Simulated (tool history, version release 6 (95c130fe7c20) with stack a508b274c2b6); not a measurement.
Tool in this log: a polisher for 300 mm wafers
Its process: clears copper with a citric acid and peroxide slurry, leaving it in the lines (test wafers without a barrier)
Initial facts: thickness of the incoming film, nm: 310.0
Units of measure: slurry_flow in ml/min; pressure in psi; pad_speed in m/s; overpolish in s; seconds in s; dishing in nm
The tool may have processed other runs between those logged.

run,hour,slurry_flow,pressure,pad_speed,slurry_solids,overpolish,seconds,dishing
1,0.0,315,2.0,1.36,1.00,23,169.64,30.534
2,3.2,315,2.0,1.08,1.00,23,209.97,24.343
3,11.3,350,2.0,1.08,1.00,23,208.90,24.222
4,20.3,350,2.0,1.08,1.20,23,201.56,26.137
5,27.1,370,2.0,1.02,1.10,21,212.83,22.014
6,32.2,385,2.0,0.96,1.00,19,237.15,18.448
7,39.5,385,2.0,0.96,1.00,19,240.10,19.070
8,41.7,385,2.0,0.96,1.00,19,227.31,19.231
9,43.8,400,1.9,0.92,0.95,17,266.66,15.325
10,49.9,410,1.8,0.92,0.90,16,280.66,13.617
11,55.2,420,1.7,0.98,0.85,15,273.33,12.547
12,56.6,430,1.6,1.02,0.80,14,295.68,11.594

Expected results for the next run?
13,60.8,440,1.5,1.06,0.75,13,?,?

seconds: 300.40 s
dishing: 10.346 nm

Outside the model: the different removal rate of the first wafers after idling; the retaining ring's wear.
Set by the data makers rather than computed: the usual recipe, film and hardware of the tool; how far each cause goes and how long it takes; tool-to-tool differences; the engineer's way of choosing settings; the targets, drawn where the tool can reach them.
